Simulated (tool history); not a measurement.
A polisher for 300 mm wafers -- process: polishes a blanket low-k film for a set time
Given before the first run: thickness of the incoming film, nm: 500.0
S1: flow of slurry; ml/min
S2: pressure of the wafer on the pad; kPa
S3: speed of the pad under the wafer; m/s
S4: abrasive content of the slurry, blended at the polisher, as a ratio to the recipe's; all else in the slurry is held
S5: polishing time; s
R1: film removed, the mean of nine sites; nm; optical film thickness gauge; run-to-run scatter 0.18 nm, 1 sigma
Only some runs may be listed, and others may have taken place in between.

run	day	S1	S2	S3	S4	S5	R1
1	0	245	9	0.9	1	51	13.941
2	0.312	245	9.7	0.9	1	51	14.822
3	0.533	245	9.7	0.9	1	45	13.202
4	0.567	220	9.7	0.9	1	45	12.965
5	0.608	165	9.7	0.9	1	45	12.588
6	0.8	165	11.7	0.9	1	45	15.001
7	0.933	180	11.7	0.9	1	45	15.56

Run 8, settings as shown, results not yet in. Your forecast:
8	1.125	190	11.7	0.9	1	45	?

For run 8 the tool returned R1 15.209 nm.
